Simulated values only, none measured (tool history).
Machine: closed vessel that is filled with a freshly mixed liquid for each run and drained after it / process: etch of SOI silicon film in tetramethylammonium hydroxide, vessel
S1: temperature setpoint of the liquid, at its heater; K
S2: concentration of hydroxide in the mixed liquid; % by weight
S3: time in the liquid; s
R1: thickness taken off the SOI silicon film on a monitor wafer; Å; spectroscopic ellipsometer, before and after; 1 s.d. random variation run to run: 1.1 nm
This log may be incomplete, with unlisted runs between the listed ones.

run	hour	S1	S2	S3	R1
1	0	346.15	8.5	30	2482.5
2	5.5	346.15	7.5	30	2585.4
3	7.6	346.15	7.5	30	2592.9
4	12.4	345.15	7.5	30	2438.2
5	20.7	340.15	7.5	30	1819.3
6	26.1	340.65	7.5	30	1879.2
7	34.1	341.15	7.5	30	1916.6

Expected results for the next run?
8	35.1	341.65	7.5	30	?

R1: 1969.6 Å

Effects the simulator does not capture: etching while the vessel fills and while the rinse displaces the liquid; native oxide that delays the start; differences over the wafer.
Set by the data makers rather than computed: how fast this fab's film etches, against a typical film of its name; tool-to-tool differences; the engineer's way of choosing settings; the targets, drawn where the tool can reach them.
